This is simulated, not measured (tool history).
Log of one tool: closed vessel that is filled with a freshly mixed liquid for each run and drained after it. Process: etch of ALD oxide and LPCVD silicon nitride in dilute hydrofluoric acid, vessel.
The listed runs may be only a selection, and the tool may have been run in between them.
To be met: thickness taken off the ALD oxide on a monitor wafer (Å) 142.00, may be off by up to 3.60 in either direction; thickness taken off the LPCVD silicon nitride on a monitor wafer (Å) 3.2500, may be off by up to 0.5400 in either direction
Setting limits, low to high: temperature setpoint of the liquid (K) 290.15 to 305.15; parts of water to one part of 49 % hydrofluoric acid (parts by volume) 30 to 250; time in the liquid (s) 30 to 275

| run | hour | temperature setpoint of the liquid (K) | parts of water to one part of 49 % hydrofluoric acid (parts by volume) | time in the liquid (s) | thickness taken off the ALD oxide on a monitor wafer (Å) | thickness taken off the LPCVD silicon nitride on a monitor wafer (Å) |
|---|---|---|---|---|---|---|
| 1 | 0.0 | 297.15 | 140 | 140 | 240.20 | 6.1188 |
| 2 | 1.5 | 295.65 | 150 | 140 | 208.08 | 4.7351 |
| 3 | 3.2 | 297.65 | 150 | 140 | 225.95 | 5.5235 |
| 4 | 7.3 | 297.65 | 150 | 170 | 275.51 | 6.8647 |
| 5 | 16.6 | 297.65 | 150 | 200 | 322.11 | 7.4603 |
| 6 | 25.4 | 297.65 | 150 | 230 | 371.71 | 10.1820 |
| 7 | 32.9 | 296.15 | 165 | 230 | 311.99 | 7.7879 |
| 8 | 34.7 | 292.65 | 220 | 230 | 195.55 | 4.2385 |
| 9 | 35.6 | 292.65 | 225 | 225 | 186.36 | 3.9586 |
|  | 42.9 | thermometer replaced |
| 10 | 42.9 | 292.65 | 230 | 220 | 160.17 | 3.7695 |
| 11 | 49.4 | 292.65 | 235 | 220 | 155.34 | 3.5629 |
| 12 | 54.1 | 292.65 | 240 | 220 | 153.72 | 3.3769 |
| 13 | 57.7 | 292.65 | 245 | 220 | 148.91 | 3.5097 |
| 14 | 59.4 | 292.15 | 245 | 220 | 145.82 | 3.2513 |

Next run, 4 choices. One meets every target within its allowed miss, the rest don't. Which?
| A | 61.1 | 291.15 | 245 | 220 | ? | ? |
| B | 61.1 | 291.65 | 200 | 180 | ? | ? |
| C | 61.1 | 291.15 | 245 | 230 | ? | ? |
| D | 61.1 | 294.65 | 240 | 180 | ? | ? |

| move | thickness taken off the ALD oxide on a monitor wafer (Å) | thickness taken off the LPCVD silicon nitride on a monitor wafer (Å) |
|---|---|---|
| A | 141.54 | 3.0741 |
| B | 150.77 | 3.1602 |
| C | 147.97 | 3.2138 |
| D | 135.57 | 3.2196 |
A: every result lands within tolerance
B: misses by more than the last run did
C: misses by more than the last run did
D: pushes the last run's worst result past its target
The move that meets every target is A.
